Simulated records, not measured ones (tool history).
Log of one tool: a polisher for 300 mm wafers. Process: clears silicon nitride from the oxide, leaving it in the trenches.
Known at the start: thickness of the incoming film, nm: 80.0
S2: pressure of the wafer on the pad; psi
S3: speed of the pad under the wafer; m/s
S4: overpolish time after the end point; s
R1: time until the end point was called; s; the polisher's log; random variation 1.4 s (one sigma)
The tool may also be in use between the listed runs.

Run 1, hour 0.0: flow of slurry (ml/min) 220, S2 3.4 psi, S3 1.16 m/s, S4 38 s. Result: R1 78.390 s.
Run 2, hour 6.6: flow of slurry (ml/min) 220, S2 3.1 psi, S3 1.16 m/s, S4 38 s. Result: R1 80.985 s.
Run 3, hour 7.3: flow of slurry (ml/min) 250, S2 3.1 psi, S3 1.16 m/s, S4 38 s. Result: R1 78.214 s.
Run 4, hour 14.2: flow of slurry (ml/min) 235, S2 2.9 psi, S3 1.16 m/s, S4 38 s. Result: R1 84.000 s.
Run 5, hour 18.9: flow of slurry (ml/min) 235, S2 2.9 psi, S3 1.38 m/s, S4 38 s. Result: R1 72.987 s.
Run 6, hour 26.1: flow of slurry (ml/min) 235, S2 3.5 psi, S3 1.38 m/s, S4 38 s. Result: R1 63.172 s.
Run 7, hour 28.8: flow of slurry (ml/min) 235, S2 3.5 psi, S3 1.38 m/s, S4 38 s. Result: R1 64.254 s.

Run 8 comes next. What will it give?
At hour 31.1: slurry nozzle cleaned.
Run 8, hour 31.1: flow of slurry (ml/min) 235, S2 3.5 psi, S3 1.38 m/s, S4 38 s. Result: R1 ?.

R1: 57.721 s
